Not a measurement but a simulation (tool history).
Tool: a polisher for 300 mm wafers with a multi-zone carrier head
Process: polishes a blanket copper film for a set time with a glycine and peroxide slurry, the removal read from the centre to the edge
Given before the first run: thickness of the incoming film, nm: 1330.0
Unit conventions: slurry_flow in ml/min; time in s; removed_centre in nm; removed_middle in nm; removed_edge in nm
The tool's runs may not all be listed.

run	hour	slurry_flow	centre_zone	middle_zone	edge_zone	time	removed_centre	removed_middle	removed_edge
1	0.0	275	1.00	1.00	1.00	38	223.60	215.46	215.49
2	4.9	275	0.94	1.00	1.00	38	210.69	212.97	218.49
3	7.6	270	0.93	0.99	0.99	37	201.69	208.43	213.37
4	14.8	270	0.90	0.99	0.99	37	197.51	210.60	209.45
5	16.5	270	0.95	0.99	0.99	37	211.12	211.08	210.05
6	22.2	270	0.95	0.99	1.04	37	204.19	205.81	213.00
7	24.1	265	0.94	0.98	1.04	36	200.72	201.22	209.00
# hour 31.4: worn pad replaced by a new one
8	31.4	265	0.93	0.97	1.04	35	206.38	207.47	216.00
9	38.1	190	0.96	1.04	1.14	25	143.93	150.68	155.47
10	45.3	190	0.95	1.03	1.14	25	142.55	150.90	156.49
11	52.6	190	0.95	1.02	1.14	25	141.15	146.71	156.44
12	54.5	190	0.95	1.02	1.13	25	144.15	147.61	154.19

What does the tool deliver on the next run?
13	60.9	190	0.94	1.01	1.13	25	?	?	?

{"run 13": {"removed_centre": 140.93, "removed_middle": 147.07, "removed_edge": 154.96}}
